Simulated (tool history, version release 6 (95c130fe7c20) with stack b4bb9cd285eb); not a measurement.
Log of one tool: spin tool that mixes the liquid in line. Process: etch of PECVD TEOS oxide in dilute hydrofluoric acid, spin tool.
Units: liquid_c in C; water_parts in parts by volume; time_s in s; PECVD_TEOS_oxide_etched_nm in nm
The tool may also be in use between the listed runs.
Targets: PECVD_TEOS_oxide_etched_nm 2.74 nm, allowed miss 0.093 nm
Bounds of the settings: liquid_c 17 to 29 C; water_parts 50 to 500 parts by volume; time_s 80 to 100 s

run 1 hour=0 | liquid_c=21 water_parts=275 time_s=100 | PECVD_TEOS_oxide_etched_nm=3.6346
run 2 hour=5 | liquid_c=20.5 water_parts=280 time_s=100 | PECVD_TEOS_oxide_etched_nm=3.5262
run 3 hour=11.6 | liquid_c=20 water_parts=285 time_s=100 | PECVD_TEOS_oxide_etched_nm=3.3461
run 4 hour=16.2 | liquid_c=20 water_parts=380 time_s=100 | PECVD_TEOS_oxide_etched_nm=2.3419
run 5 hour=22.8 | liquid_c=20.5 water_parts=380 time_s=100 | PECVD_TEOS_oxide_etched_nm=2.4234
run 6 hour=28.6 | liquid_c=20.5 water_parts=380 time_s=100 | PECVD_TEOS_oxide_etched_nm=2.3533
-- hour=37.5 thermometer replaced
run 7 hour=37.5 | liquid_c=24.5 water_parts=375 time_s=100 | PECVD_TEOS_oxide_etched_nm=3.014
run 8 hour=45.3 | liquid_c=24 water_parts=375 time_s=100 | PECVD_TEOS_oxide_etched_nm=2.9669
run 9 hour=47.7 | liquid_c=23 water_parts=375 time_s=100 | PECVD_TEOS_oxide_etched_nm=2.8641

4 next moves are on the table. One of them brings every result within its allowed miss. Which?
run A hour=50.1 | liquid_c=24.5 water_parts=405 time_s=100 | PECVD_TEOS_oxide_etched_nm=?
run B hour=50.1 | liquid_c=25.5 water_parts=375 time_s=95 | PECVD_TEOS_oxide_etched_nm=?
run C hour=50.1 | liquid_c=22.5 water_parts=360 time_s=100 | PECVD_TEOS_oxide_etched_nm=?
run D hour=50.1 | liquid_c=22.5 water_parts=365 time_s=100 | PECVD_TEOS_oxide_etched_nm=?

move=A PECVD_TEOS_oxide_etched_nm=2.7066
move=B PECVD_TEOS_oxide_etched_nm=2.9492
move=C PECVD_TEOS_oxide_etched_nm=2.9658
move=D PECVD_TEOS_oxide_etched_nm=2.9121
A: meets every target
B: further off than the last run
C: further off than the last run
D: further off than the last run
Move A is the one to make.

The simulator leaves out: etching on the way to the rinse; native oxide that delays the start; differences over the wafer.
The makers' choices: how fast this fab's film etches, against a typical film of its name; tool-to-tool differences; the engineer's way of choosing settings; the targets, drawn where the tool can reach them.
